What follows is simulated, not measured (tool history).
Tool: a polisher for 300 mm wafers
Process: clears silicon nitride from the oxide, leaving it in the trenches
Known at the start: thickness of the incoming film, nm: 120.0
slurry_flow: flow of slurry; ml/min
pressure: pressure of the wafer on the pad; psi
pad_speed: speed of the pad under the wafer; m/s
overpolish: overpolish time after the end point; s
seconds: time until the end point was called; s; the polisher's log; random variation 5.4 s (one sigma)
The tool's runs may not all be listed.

| run | hour | slurry_flow | pressure | pad_speed | overpolish | seconds |
|---|---|---|---|---|---|---|
| 1 | 0.0 | 205 | 2.3 | 1.18 | 5 | 136.01 |
| 2 | 1.4 | 240 | 2.3 | 1.18 | 5 | 137.34 |
| 3 | 4.4 | 240 | 2.1 | 1.14 | 5 | 147.76 |
| 4 | 9.7 | 240 | 1.9 | 1.06 | 5 | 173.71 |
| 5 | 12.8 | 240 | 1.7 | 1.02 | 5 | 199.35 |
| 6 | 14.3 | 240 | 1.6 | 1.00 | 5 | 212.09 |
| 7 | 23.2 | 240 | 1.5 | 1.00 | 5 | 225.07 |

The next listed run, before its measurement:
| 8 | 31.1 | 240 | 1.4 | 1.00 | 5 | ? |

{"run 8": {"seconds": 243.34}}
